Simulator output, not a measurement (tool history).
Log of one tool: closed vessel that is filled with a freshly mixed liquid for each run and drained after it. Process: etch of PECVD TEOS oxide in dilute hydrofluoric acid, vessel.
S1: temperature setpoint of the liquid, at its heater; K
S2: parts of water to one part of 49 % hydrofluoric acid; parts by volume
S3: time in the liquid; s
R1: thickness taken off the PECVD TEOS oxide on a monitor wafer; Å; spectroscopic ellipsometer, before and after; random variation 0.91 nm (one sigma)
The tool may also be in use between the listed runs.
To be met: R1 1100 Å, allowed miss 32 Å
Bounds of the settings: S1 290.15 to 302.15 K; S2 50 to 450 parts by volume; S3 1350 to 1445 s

run	hour	S1	S2	S3	R1
1	0	294.15	250	1350	615.58
2	3.1	294.15	250	1445	652.02
3	11.9	294.15	315	1445	493.44
4	21.4	295.65	290	1445	575.06
5	22.7	295.65	290	1350	543.34
6	23.9	297.65	290	1350	584.03
7	27.7	298.65	270	1350	668.61
8	30.4	299.15	255	1350	721.78
# hour 38.4: hydrofluoric acid flow meter replaced
9	38.4	299.65	240	1350	872.18
10	46.9	299.65	240	1350	885.42

4 next moves are on the table. One of them brings every result within its allowed miss. Which?
A	55.4	302.15	215	1445	?
B	55.4	301.65	200	1350	?
C	55.4	302.15	225	1415	?
D	55.4	301.65	215	1445	?

move	R1
A	1168.6
B	1174
C	1080.7
D	1148.5
A: takes the result that was furthest off past its target
B: takes the result that was furthest off past its target
C: meets every target
D: takes the result that was furthest off past its target
The right move is C.
